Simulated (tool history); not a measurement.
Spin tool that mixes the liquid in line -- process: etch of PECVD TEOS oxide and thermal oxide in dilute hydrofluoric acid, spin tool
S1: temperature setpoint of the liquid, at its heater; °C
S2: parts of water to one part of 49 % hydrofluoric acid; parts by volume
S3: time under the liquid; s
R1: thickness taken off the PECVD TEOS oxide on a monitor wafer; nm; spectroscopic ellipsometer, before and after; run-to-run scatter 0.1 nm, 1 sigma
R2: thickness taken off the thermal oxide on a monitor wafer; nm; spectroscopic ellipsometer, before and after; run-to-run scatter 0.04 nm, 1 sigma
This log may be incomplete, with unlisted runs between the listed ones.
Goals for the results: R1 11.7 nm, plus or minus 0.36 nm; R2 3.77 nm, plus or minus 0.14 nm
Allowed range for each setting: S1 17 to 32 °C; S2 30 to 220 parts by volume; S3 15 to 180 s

{"run": 1, "hour": 0.0, "S1": 24, "S2": 125, "S3": 90, "R1": 8.7921, "R2": 2.8348}
{"run": 2, "hour": 7.3, "S1": 25, "S2": 125, "S3": 90, "R1": 9.1027, "R2": 2.9013}
{"run": 3, "hour": 10.5, "S1": 26, "S2": 125, "S3": 90, "R1": 9.5145, "R2": 3.0414}
{"run": 4, "hour": 17.1, "S1": 27, "S2": 125, "S3": 90, "R1": 9.8442, "R2": 3.1446}
{"run": 5, "hour": 22.2, "S1": 27, "S2": 125, "S3": 125, "R1": 13.78, "R2": 4.4345}
{"run": 6, "hour": 23.9, "S1": 26.5, "S2": 125, "S3": 125, "R1": 13.557, "R2": 4.3515}
{"run": 7, "hour": 25.9, "S1": 26, "S2": 125, "S3": 125, "R1": 13.331, "R2": 4.3308}
{"run": 8, "hour": 33.1, "S1": 25.5, "S2": 125, "S3": 125, "R1": 12.937, "R2": 4.2145}
{"run": 9, "hour": 41.2, "S1": 25, "S2": 125, "S3": 125, "R1": 12.732, "R2": 4.0993}
{"run": 10, "hour": 45.5, "S1": 24.5, "S2": 125, "S3": 125, "R1": 12.614, "R2": 4.0086}
{"run": 11, "hour": 49.3, "S1": 24, "S2": 125, "S3": 125, "R1": 12.345, "R2": 3.9384}

5 next moves are on the table. One of them brings every result within its allowed miss. Which?
{"run": "A", "hour": 53.1, "S1": 24.5, "S2": 125, "S3": 130, "R1": "?", "R2": "?"}
{"run": "B", "hour": 53.1, "S1": 21, "S2": 110, "S3": 130, "R1": "?", "R2": "?"}
{"run": "C", "hour": 53.1, "S1": 23, "S2": 120, "S3": 130, "R1": "?", "R2": "?"}
{"run": "D", "hour": 53.1, "S1": 25.5, "S2": 145, "S3": 135, "R1": "?", "R2": "?"}
{"run": "E", "hour": 53.1, "S1": 28, "S2": 140, "S3": 125, "R1": "?", "R2": "?"}

move=A R1=13.061 R2=4.2135
move=B R1=13.149 R2=4.242
move=C R1=12.907 R2=4.1638
move=D R1=11.862 R2=3.8267
move=E R1=12.567 R2=4.0541
A: its largest miss is bigger than the last run's
B: its largest miss is bigger than the last run's
C: its largest miss is bigger than the last run's
D: every result lands within tolerance
E: its largest miss is bigger than the last run's
Go with D: it meets all targets.

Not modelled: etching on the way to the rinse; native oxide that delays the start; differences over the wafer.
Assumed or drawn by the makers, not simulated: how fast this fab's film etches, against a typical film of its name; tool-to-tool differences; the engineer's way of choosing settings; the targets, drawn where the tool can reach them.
